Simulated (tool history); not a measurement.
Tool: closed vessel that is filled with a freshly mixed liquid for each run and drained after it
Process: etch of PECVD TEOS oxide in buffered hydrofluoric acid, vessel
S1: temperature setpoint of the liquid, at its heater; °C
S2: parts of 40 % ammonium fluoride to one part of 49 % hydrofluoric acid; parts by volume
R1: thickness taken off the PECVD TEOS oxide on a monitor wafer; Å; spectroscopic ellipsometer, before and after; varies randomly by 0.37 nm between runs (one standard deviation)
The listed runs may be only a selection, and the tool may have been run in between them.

Run 1, hour 0: S1 22 °C, S2 22 parts by volume, time in the liquid (s) 90. Result: R1 640.01 Å.
Run 2, hour 6.2: S1 21.5 °C, S2 23 parts by volume, time in the liquid (s) 90. Result: R1 601.76 Å.
Run 3, hour 9.9: S1 21 °C, S2 23.5 parts by volume, time in the liquid (s) 90. Result: R1 567.77 Å.
Run 4, hour 15.7: S1 21 °C, S2 26.5 parts by volume, time in the liquid (s) 90. Result: R1 533.09 Å.
Run 5, hour 21.7: S1 20.5 °C, S2 27 parts by volume, time in the liquid (s) 90. Result: R1 515.7 Å.
At hour 30.3: hydrofluoric acid flow meter replaced.
Run 6, hour 30.3: S1 20.5 °C, S2 27 parts by volume, time in the liquid (s) 90. Result: R1 484.23 Å.
Run 7, hour 38.2: S1 20 °C, S2 27 parts by volume, time in the liquid (s) 90. Result: R1 468.41 Å.
Run 8, hour 39.1: S1 19 °C, S2 27 parts by volume, time in the liquid (s) 90. Result: R1 446.51 Å.
Run 9, hour 42.2: S1 19 °C, S2 27 parts by volume, time in the liquid (s) 90. Result: R1 449.87 Å.

Run 10 has not been measured yet. What should we expect?
Run 10, hour 45.5: S1 18 °C, S2 27 parts by volume, time in the liquid (s) 90. Result: R1 ?.

Run 10 yielded R1 424.65 Å.

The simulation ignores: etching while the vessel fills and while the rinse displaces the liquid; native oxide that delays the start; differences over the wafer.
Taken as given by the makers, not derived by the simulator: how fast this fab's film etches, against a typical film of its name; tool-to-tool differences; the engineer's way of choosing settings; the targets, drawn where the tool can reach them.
